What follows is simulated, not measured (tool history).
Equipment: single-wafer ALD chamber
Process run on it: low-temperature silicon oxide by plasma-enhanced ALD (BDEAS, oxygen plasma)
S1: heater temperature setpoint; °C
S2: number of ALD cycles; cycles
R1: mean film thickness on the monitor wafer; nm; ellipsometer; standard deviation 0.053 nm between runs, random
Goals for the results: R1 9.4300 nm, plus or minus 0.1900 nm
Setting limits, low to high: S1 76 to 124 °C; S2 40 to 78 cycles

Run 1, day 0.000: S1 100 °C, S2 59 cycles. Result: R1 7.7856 nm.
Run 2, day 0.362: S1 100 °C, S2 52 cycles. Result: R1 6.8164 nm.
Run 3, day 0.717: S1 98 °C, S2 54 cycles. Result: R1 7.1518 nm.
Run 4, day 0.812: S1 96 °C, S2 56 cycles. Result: R1 7.4423 nm.
Run 5, day 1.004: S1 106 °C, S2 56 cycles. Result: R1 7.3537 nm.
Run 6, day 1.100: S1 102 °C, S2 56 cycles. Result: R1 7.3338 nm.
Run 7, day 1.133: S1 101 °C, S2 58 cycles. Result: R1 7.6329 nm.
Run 8, day 1.183: S1 101 °C, S2 60 cycles. Result: R1 7.9196 nm.
Run 9, day 1.446: S1 101 °C, S2 61 cycles. Result: R1 8.0153 nm.
Run 10, day 1.696: S1 101 °C, S2 62 cycles. Result: R1 8.1804 nm.
At day 1.779: thermocouple changed; heater temperature recalibrated.
Run 11, day 1.779: S1 101 °C, S2 63 cycles. Result: R1 8.3391 nm.
Run 12, day 1.983: S1 101 °C, S2 64 cycles. Result: R1 8.4183 nm.
Run 13, day 2.212: S1 101 °C, S2 65 cycles. Result: R1 8.5927 nm.
Run 14, day 2.379: S1 101 °C, S2 66 cycles. Result: R1 8.6253 nm.
Run 15, day 2.517: S1 91 °C, S2 71 cycles. Result: R1 9.6596 nm.

Exercise: of the 4 proposed moves below, exactly one satisfies all targets within the stated allowed misses. Which move is it?
Run A, day 2.654: S1 96 °C, S2 70 cycles. Result: R1 ?.
Run B, day 2.654: S1 88 °C, S2 73 cycles. Result: R1 ?.
Run C, day 2.654: S1 86 °C, S2 71 cycles. Result: R1 ?.
Run D, day 2.654: S1 92 °C, S2 72 cycles. Result: R1 ?.

move       R1
   A   9.4155
   B  10.0650
   C   9.8496
   D   9.8060
A: every result within its allowed miss
B: moves away from the targets compared with the last run
C: moves away from the targets compared with the last run
D: moves away from the targets compared with the last run
A is the move that brings every result within its allowed miss.
